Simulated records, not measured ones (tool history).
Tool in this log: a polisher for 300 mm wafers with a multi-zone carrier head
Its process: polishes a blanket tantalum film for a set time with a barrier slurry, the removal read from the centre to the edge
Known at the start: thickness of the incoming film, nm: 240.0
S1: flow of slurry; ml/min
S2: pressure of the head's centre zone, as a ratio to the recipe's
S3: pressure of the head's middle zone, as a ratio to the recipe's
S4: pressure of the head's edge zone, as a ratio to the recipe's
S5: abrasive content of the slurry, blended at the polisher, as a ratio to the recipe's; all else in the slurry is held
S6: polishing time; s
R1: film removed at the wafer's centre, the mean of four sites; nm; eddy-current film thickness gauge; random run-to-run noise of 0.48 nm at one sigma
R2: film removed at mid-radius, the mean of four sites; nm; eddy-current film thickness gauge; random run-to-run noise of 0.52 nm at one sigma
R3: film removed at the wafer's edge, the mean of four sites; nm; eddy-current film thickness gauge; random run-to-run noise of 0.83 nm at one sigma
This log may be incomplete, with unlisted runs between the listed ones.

{"run": 1, "hour": 0.0, "S1": 180, "S2": 1, "S3": 1, "S4": 1, "S5": 1, "S6": 74, "R1": 92.08, "R2": 92.952, "R3": 91.717}
{"run": 2, "hour": 0.5, "S1": 180, "S2": 1, "S3": 0.92, "S4": 1, "S5": 1, "S6": 74, "R1": 91.719, "R2": 89.421, "R3": 89.296}
{"run": 3, "hour": 6.2, "S1": 170, "S2": 0.97, "S3": 0.9, "S4": 0.97, "S5": 0.9, "S6": 74, "R1": 84.084, "R2": 82.821, "R3": 84.864}
{"run": 4, "hour": 14.7, "S1": 170, "S2": 0.95, "S3": 0.91, "S4": 0.93, "S5": 0.85, "S6": 73, "R1": 79.231, "R2": 80.396, "R3": 80.542}
{"run": 5, "hour": 15.3, "S1": 170, "S2": 0.95, "S3": 0.85, "S4": 0.93, "S5": 0.85, "S6": 73, "R1": 79.824, "R2": 77.48, "R3": 79.653}
{"run": 6, "hour": 22.4, "S1": 170, "S2": 0.95, "S3": 0.9, "S4": 0.93, "S5": 0.85, "S6": 73, "R1": 80.117, "R2": 80.042, "R3": 79.488}

Forecast run 7:
{"run": 7, "hour": 27.1, "S1": 160, "S2": 0.93, "S3": 0.9, "S4": 0.91, "S5": 0.85, "S6": 73, "R1": "?", "R2": "?", "R3": "?"}

R1: 76.12 nm
R2: 80.035 nm
R3: 78.43 nm
